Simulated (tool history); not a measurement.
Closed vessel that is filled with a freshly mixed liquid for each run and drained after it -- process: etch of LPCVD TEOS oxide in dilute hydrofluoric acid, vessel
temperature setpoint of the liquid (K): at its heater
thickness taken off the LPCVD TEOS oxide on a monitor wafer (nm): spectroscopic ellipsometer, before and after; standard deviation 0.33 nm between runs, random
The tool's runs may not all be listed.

run	day	temperature setpoint of the liquid (K)	parts of water to one part of 49 % hydrofluoric acid (parts by volume)	time in the liquid (s)	thickness taken off the LPCVD TEOS oxide on a monitor wafer (nm)
1	0	294.15	65	95	39.19
2	0.325	294.15	45	95	58.395
3	0.429	294.15	55	95	47.156
4	0.496	294.15	40	95	65.847
5	0.779	290.65	40	95	56.583
6	0.988	291.65	40	95	59.384
7	1.167	292.65	40	95	61.653

Predict the results of run 8:
8	1.517	293.65	40	95	?

thickness taken off the LPCVD TEOS oxide on a monitor wafer (nm): 64.574
